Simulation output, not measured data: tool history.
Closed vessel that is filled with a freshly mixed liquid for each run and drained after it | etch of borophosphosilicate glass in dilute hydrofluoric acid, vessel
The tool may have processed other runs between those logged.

run  hour  temperature setpoint of the liquid (°C)  parts of water to one part of 49 % hydrofluoric acid (parts by volume)  time in the liquid (s)  thickness taken off the borophosphosilicate glass on a monitor wafer (Å)
  1   0.0                                     24.0                                                                     255                      55                                                                    95.946
  2   7.2                                     23.0                                                                     275                      55                                                                    84.336
  3   8.5                                     21.0                                                                     275                      55                                                                    78.536
  4  11.6                                     21.0                                                                     275                      45                                                                    64.767
  5  20.6                                     21.0                                                                     275                      55                                                                    78.323
  6  26.6                                     20.5                                                                     290                      55                                                                    71.552
  7  31.5                                     20.0                                                                     305                      55                                                                    67.630
  8  40.5                                     19.5                                                                     320                      55                                                                    61.306

Run 9 is up next; what results do you expect?
  9  49.4                                     19.0                                                                     330                      55                                                                         ?

thickness taken off the borophosphosilicate glass on a monitor wafer (Å): 57.918
